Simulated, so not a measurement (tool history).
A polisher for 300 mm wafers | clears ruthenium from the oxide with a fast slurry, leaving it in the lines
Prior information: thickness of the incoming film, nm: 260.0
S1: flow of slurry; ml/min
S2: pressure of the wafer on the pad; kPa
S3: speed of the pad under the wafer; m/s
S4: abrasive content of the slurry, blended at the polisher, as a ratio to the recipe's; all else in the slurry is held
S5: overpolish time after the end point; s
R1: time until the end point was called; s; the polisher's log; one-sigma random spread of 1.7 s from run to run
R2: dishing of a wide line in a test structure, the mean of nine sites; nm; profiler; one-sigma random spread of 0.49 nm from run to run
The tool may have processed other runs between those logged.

run 1 hour=0 | S1=280 S2=15.9 S3=0.76 S4=1 S5=15 | R1=124.93 R2=28.355
run 2 hour=7.6 | S1=280 S2=15.9 S3=0.76 S4=0.85 S5=15 | R1=143.54 R2=26.515
run 3 hour=13.9 | S1=280 S2=17.2 S3=0.76 S4=0.85 S5=15 | R1=130.05 R2=28.518
run 4 hour=14.7 | S1=280 S2=16.5 S3=0.76 S4=0.85 S5=16 | R1=134.39 R2=29.289
run 5 hour=20.5 | S1=280 S2=15.9 S3=0.76 S4=0.85 S5=17 | R1=139.61 R2=30.191
run 6 hour=21.7 | S1=280 S2=15.9 S3=0.76 S4=0.85 S5=18 | R1=138.99 R2=31.891
run 7 hour=28.5 | S1=280 S2=15.2 S3=0.76 S4=0.85 S5=19 | R1=144.83 R2=32.088
run 8 hour=31.5 | S1=280 S2=15.2 S3=0.76 S4=0.85 S5=20 | R1=144.55 R2=33.381
run 9 hour=38 | S1=280 S2=15.2 S3=0.76 S4=0.85 S5=20 | R1=147.19 R2=33.511

Expected results for the next run?
run 10 hour=39.3 | S1=280 S2=15.2 S3=0.76 S4=0.85 S5=20 | R1=? R2=?

R1: 146.1 s
R2: 33.354 nm
